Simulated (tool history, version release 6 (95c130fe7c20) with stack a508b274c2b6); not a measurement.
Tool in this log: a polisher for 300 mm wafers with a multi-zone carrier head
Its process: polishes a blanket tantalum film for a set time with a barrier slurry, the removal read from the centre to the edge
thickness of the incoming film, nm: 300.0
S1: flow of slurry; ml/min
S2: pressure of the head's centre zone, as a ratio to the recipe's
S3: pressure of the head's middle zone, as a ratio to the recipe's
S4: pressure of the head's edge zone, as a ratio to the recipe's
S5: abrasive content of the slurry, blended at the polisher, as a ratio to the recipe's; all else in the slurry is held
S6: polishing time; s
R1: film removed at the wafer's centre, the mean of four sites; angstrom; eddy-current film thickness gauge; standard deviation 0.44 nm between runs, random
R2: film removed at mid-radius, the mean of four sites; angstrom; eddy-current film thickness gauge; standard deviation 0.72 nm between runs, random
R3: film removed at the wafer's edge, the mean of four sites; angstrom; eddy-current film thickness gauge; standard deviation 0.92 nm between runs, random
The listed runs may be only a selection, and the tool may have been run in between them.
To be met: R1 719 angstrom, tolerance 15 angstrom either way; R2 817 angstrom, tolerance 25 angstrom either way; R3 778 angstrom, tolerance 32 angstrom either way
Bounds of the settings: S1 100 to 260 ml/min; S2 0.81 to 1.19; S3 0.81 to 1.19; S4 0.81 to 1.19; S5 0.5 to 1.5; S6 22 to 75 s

| run | day | S1 | S2 | S3 | S4 | S5 | S6 | R1 | R2 | R3 |
|---|---|---|---|---|---|---|---|---|---|---|
| 1 | 0 | 165 | 1 | 1 | 1 | 1 | 48 | 611.77 | 684.92 | 671.33 |
| 2 | 0.346 | 185 | 1.01 | 1.02 | 1.03 | 1.05 | 48 | 636.25 | 712 | 683.5 |
| 3 | 0.575 | 185 | 1.01 | 1.02 | 1.03 | 1.05 | 43 | 571.15 | 644.48 | 617.43 |
| 4 | 0.704 | 180 | 1.02 | 1.04 | 1.06 | 1.15 | 44 | 594.48 | 675.82 | 644.71 |
| 5 | 0.954 | 180 | 0.97 | 1.04 | 1.06 | 1.15 | 44 | 563.69 | 674.18 | 660.48 |
| 6 | 1.279 | 180 | 0.89 | 1.04 | 1.06 | 1.15 | 44 | 522.73 | 671.02 | 653.71 |
| 7 | 1.612 | 190 | 0.94 | 1.05 | 1.08 | 1.25 | 44 | 560.1 | 690.53 | 672.73 |
| 8 | 1.95 | 195 | 0.97 | 1.06 | 1.1 | 1.3 | 45 | 596.71 | 719.49 | 681.99 |
| 9 | 2.029 | 190 | 0.99 | 1.06 | 1.11 | 1.35 | 46 | 631.97 | 735.69 | 716.69 |
| 10 | 2.329 | 195 | 1 | 1.07 | 1.12 | 1.4 | 47 | 644.42 | 762.52 | 745.61 |
| 11 | 2.458 | 205 | 1.02 | 1.08 | 1.12 | 1.45 | 47 | 676.13 | 768.04 | 755.96 |
| 12 | 2.646 | 215 | 1.03 | 1.09 | 1.12 | 1.45 | 47 | 687.7 | 789.72 | 753.07 |
| 13 | 2.812 | 220 | 1.03 | 1.09 | 1.13 | 1.45 | 47 | 687.55 | 779.94 | 776.35 |
|  | 2.958 | centre zone pressure recalibrated |
| 14 | 2.958 | 225 | 1.04 | 1.1 | 1.12 | 1.45 | 47 | 766.92 | 804.74 | 771.91 |
| 15 | 3.212 | 220 | 1.04 | 1.1 | 1.12 | 1.45 | 47 | 759 | 801.23 | 762.08 |

Exercise: of the 4 proposed moves below, exactly one satisfies all targets within the stated allowed misses. Which move is it?
| A | 3.467 | 205 | 1 | 1.1 | 1.1 | 1.4 | 49 | ? | ? | ? |
| B | 3.467 | 160 | 1 | 1.17 | 1.19 | 1.5 | 48 | ? | ? | ? |
| C | 3.467 | 220 | 1.02 | 1.1 | 1.04 | 1.45 | 50 | ? | ? | ? |
| D | 3.467 | 200 | 1.01 | 1.09 | 0.99 | 1.5 | 46 | ? | ? | ? |

| move | R1 | R2 | R3 |
|---|---|---|---|
| A | 756.14 | 818.28 | 756.15 |
| B | 717.56 | 814.58 | 757.78 |
| C | 799.4 | 848.03 | 760.19 |
| D | 722.13 | 769.68 | 680.15 |
A: nearer than the last run, and not there yet
B: each result inside its tolerance
C: its largest miss is bigger than the last run's
D: meets the target for the result that was furthest off, but another lies outside its allowed miss
Correct choice: B, which meets every target
